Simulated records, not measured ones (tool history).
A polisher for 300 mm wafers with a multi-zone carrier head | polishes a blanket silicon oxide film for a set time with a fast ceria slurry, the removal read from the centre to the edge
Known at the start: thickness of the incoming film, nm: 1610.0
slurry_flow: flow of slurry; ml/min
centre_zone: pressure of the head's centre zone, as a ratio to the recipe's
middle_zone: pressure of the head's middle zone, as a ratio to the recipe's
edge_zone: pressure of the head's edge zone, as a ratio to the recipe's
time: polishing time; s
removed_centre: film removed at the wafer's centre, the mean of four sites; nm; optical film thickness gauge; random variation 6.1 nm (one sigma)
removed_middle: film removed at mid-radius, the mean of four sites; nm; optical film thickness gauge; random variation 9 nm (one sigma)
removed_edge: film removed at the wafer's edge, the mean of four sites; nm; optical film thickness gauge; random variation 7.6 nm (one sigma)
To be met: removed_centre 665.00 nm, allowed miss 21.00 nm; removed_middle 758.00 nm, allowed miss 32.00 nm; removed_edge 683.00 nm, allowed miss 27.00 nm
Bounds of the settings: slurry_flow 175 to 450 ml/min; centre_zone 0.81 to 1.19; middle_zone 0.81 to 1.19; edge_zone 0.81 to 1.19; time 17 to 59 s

Run 1, hour 0.0: slurry_flow 290 ml/min, centre_zone 1.00, middle_zone 1.00, edge_zone 1.00, time 38 s. Result: removed_centre 572.66 nm, removed_middle 571.07 nm, removed_edge 566.68 nm.
Run 2, hour 3.6: slurry_flow 295 ml/min, centre_zone 1.00, middle_zone 1.04, edge_zone 1.02, time 39 s. Result: removed_centre 598.89 nm, removed_middle 604.47 nm, removed_edge 584.19 nm.
Run 3, hour 11.5: slurry_flow 295 ml/min, centre_zone 1.00, middle_zone 1.04, edge_zone 1.02, time 32 s. Result: removed_centre 493.97 nm, removed_middle 506.76 nm, removed_edge 470.75 nm.
Run 4, hour 18.0: slurry_flow 295 ml/min, centre_zone 1.00, middle_zone 1.04, edge_zone 1.02, time 29 s. Result: removed_centre 440.33 nm, removed_middle 461.40 nm, removed_edge 439.82 nm.
Run 5, hour 18.9: slurry_flow 295 ml/min, centre_zone 1.00, middle_zone 1.01, edge_zone 1.02, time 29 s. Result: removed_centre 441.51 nm, removed_middle 439.84 nm, removed_edge 434.12 nm.
Run 6, hour 23.8: slurry_flow 290 ml/min, centre_zone 0.99, middle_zone 1.03, edge_zone 1.03, time 32 s. Result: removed_centre 490.72 nm, removed_middle 495.23 nm, removed_edge 480.12 nm.
Run 7, hour 24.5: slurry_flow 295 ml/min, centre_zone 0.96, middle_zone 1.06, edge_zone 1.05, time 34 s. Result: removed_centre 503.92 nm, removed_middle 544.33 nm, removed_edge 515.70 nm.
Run 8, hour 27.2: slurry_flow 295 ml/min, centre_zone 0.96, middle_zone 1.08, edge_zone 1.07, time 36 s. Result: removed_centre 533.75 nm, removed_middle 575.89 nm, removed_edge 550.27 nm.
Run 9, hour 33.4: slurry_flow 300 ml/min, centre_zone 0.96, middle_zone 1.10, edge_zone 1.08, time 38 s. Result: removed_centre 564.82 nm, removed_middle 619.64 nm, removed_edge 577.55 nm.
Run 10, hour 34.6: slurry_flow 300 ml/min, centre_zone 0.96, middle_zone 1.11, edge_zone 1.09, time 39 s. Result: removed_centre 578.18 nm, removed_middle 641.43 nm, removed_edge 605.47 nm.

Which of these 4 next moves meets every target?
Run A, hour 35.8: slurry_flow 320 ml/min, centre_zone 0.97, middle_zone 1.05, edge_zone 1.08, time 44 s. Result: removed_centre ?, removed_middle ?, removed_edge ?.
Run B, hour 35.8: slurry_flow 250 ml/min, centre_zone 0.85, middle_zone 1.02, edge_zone 1.19, time 47 s. Result: removed_centre ?, removed_middle ?, removed_edge ?.
Run C, hour 35.8: slurry_flow 240 ml/min, centre_zone 0.97, middle_zone 1.12, edge_zone 1.02, time 46 s. Result: removed_centre ?, removed_middle ?, removed_edge ?.
Run D, hour 35.8: slurry_flow 360 ml/min, centre_zone 0.88, middle_zone 1.14, edge_zone 1.07, time 44 s. Result: removed_centre ?, removed_middle ?, removed_edge ?.

move  removed_centre  removed_middle  removed_edge
   A          660.06          693.15        689.90
   B          600.00          704.69        760.13
   C          667.79          743.10        684.70
   D          605.41          751.61        691.21
A: brings the result that was furthest off to its target, and leaves another outside
B: nearer than the last run, and not there yet
C: meets every target
D: nearer than the last run, and not there yet
Answer: C
